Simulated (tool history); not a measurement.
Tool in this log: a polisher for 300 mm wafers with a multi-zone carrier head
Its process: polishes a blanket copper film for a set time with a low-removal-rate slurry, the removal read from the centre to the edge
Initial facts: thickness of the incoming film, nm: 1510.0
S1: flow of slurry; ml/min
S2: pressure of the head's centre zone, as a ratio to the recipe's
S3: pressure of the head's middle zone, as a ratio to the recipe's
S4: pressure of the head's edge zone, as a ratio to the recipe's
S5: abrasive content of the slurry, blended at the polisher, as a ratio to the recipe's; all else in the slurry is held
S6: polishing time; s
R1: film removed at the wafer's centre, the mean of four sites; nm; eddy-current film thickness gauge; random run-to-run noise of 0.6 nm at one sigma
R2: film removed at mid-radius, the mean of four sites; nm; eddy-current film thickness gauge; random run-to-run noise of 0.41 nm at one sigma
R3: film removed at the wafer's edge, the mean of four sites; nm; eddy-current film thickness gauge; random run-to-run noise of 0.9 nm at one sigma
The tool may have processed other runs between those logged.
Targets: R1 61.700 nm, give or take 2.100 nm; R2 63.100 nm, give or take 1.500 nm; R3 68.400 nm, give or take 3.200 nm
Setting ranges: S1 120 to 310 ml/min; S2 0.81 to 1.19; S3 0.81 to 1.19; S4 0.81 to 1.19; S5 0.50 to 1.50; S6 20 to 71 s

run  hour   S1    S2    S3    S4    S5  S6      R1      R2      R3
  1   0.0  200  1.00  1.00  1.00  1.00  45  87.000  90.756  91.267
  2   1.6  190  0.98  0.97  0.97  0.90  44  81.959  82.857  84.550
  3   8.2  190  0.98  0.97  0.97  1.00  44  84.138  85.709  87.401
  4  14.1  230  0.98  0.97  0.97  1.00  44  86.683  87.406  90.699
  5  19.6  230  0.98  0.97  0.97  1.15  44  91.839  89.566  93.551
  6  23.5  215  0.95  0.94  0.95  1.00  44  85.083  84.052  88.935
     24.3  -- slurry nozzle cleaned
  7  24.3  200  0.93  0.92  0.94  0.90  43  81.532  82.119  86.449
  8  29.8  190  0.93  0.91  0.95  0.80  41  75.547  74.706  79.734
  9  31.7  180  0.92  0.90  0.95  0.75  40  71.061  70.426  76.383
 10  36.0  170  0.91  0.90  0.95  0.70  40  68.493  67.812  74.709

5 candidate next runs follow, results not yet known. Just one meets every target within its allowed miss. Identify it.
  A  40.3  165  0.86  1.07  0.88  0.65  36   ?   ?   ?
  B  40.3  150  0.88  0.91  0.96  0.95  34   ?   ?   ?
  C  40.3  130  0.90  0.87  0.96  0.60  39   ?   ?   ?
  D  40.3  190  0.93  0.96  0.84  0.75  34   ?   ?   ?
  E  40.3  225  1.18  0.85  0.82  0.85  36   ?   ?   ?

move      R1      R2      R3
   A  58.511  69.036  62.817
   B  61.011  62.165  67.533
   C  61.414  59.691  67.688
   D  61.031  62.818  61.352
   E  78.443  63.230  67.521
A: takes the result that was furthest off past its target
B: every result lands within tolerance
C: gets the furthest-off result to its target, but another result is out of tolerance
D: gets the furthest-off result to its target, but another result is out of tolerance
E: the biggest miss grows against the last run
Correct choice: B, which meets every target
